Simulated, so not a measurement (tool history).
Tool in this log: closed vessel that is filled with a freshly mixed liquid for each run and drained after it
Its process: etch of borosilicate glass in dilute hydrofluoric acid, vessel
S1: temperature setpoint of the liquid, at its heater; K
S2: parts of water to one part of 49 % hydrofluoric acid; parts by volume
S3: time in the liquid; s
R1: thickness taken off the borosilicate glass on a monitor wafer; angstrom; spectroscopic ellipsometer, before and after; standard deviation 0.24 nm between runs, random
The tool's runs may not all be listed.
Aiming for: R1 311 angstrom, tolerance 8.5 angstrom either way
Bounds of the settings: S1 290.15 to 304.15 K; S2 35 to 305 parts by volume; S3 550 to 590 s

| run | day | S1 | S2 | S3 | R1 |
|---|---|---|---|---|---|
| 1 | 0 | 296.15 | 170 | 550 | 641.9 |
| 2 | 0.346 | 296.15 | 120 | 550 | 939.19 |
| 3 | 0.696 | 294.15 | 155 | 550 | 645.38 |
| 4 | 0.958 | 297.15 | 155 | 550 | 731.48 |
| 5 | 1.117 | 297.15 | 135 | 550 | 861.68 |
| 6 | 1.167 | 297.15 | 165 | 550 | 685.29 |
| 7 | 1.429 | 293.15 | 235 | 550 | 380.49 |
| 8 | 1.454 | 292.15 | 240 | 550 | 350.1 |
| 9 | 1.633 | 291.65 | 240 | 550 | 352.78 |
| 10 | 1.692 | 291.15 | 245 | 550 | 332.93 |
| 11 | 1.983 | 290.65 | 245 | 550 | 327.82 |

5 candidate next runs follow, results not yet known. Just one meets every target within its allowed miss. Identify it.
| A | 2.275 | 292.15 | 275 | 560 | ? |
| B | 2.275 | 292.15 | 250 | 575 | ? |
| C | 2.275 | 290.65 | 240 | 555 | ? |
| D | 2.275 | 292.65 | 250 | 550 | ? |
| E | 2.275 | 290.15 | 240 | 575 | ? |

| move | R1 |
|---|---|
| A | 305.86 |
| B | 353.34 |
| C | 338.42 |
| D | 344.44 |
| E | 343.85 |
A: every result lands within tolerance
B: misses by more than the last run did
C: misses by more than the last run did
D: misses by more than the last run did
E: misses by more than the last run did
The move that meets every target is A.

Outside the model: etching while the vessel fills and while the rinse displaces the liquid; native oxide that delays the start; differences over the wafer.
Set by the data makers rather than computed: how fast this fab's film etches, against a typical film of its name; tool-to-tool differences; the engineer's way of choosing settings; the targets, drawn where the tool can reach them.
